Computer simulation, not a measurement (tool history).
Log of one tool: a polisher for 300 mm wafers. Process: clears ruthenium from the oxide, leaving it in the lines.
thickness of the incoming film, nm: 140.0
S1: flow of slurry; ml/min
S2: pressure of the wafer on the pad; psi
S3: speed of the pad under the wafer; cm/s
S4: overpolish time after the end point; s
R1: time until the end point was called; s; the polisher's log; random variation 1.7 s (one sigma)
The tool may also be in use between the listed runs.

run 1 day=0.000 | S1=175 S2=1.7 S3=124 S4=43 | R1=115.33
run 2 day=0.342 | S1=175 S2=1.6 S3=124 S4=43 | R1=120.73
run 3 day=0.525 | S1=175 S2=1.5 S3=124 S4=43 | R1=129.75
run 4 day=0.871 | S1=175 S2=1.5 S3=124 S4=47 | R1=129.28
-- day=1.196 slurry nozzle cleaned
run 5 day=1.196 | S1=190 S2=1.5 S3=124 S4=47 | R1=121.79
run 6 day=1.462 | S1=190 S2=1.5 S3=124 S4=47 | R1=121.81
run 7 day=1.800 | S1=180 S2=1.5 S3=124 S4=47 | R1=121.89
run 8 day=1.975 | S1=175 S2=1.4 S3=124 S4=47 | R1=130.71
run 9 day=2.067 | S1=170 S2=1.3 S3=124 S4=47 | R1=140.48
run 10 day=2.246 | S1=170 S2=1.3 S3=124 S4=47 | R1=137.41
run 11 day=2.492 | S1=165 S2=1.2 S3=124 S4=47 | R1=153.85

Forecast run 12:
run 12 day=2.808 | S1=160 S2=1.2 S3=124 S4=47 | R1=?

{"run 12": {"R1": 152.95}}

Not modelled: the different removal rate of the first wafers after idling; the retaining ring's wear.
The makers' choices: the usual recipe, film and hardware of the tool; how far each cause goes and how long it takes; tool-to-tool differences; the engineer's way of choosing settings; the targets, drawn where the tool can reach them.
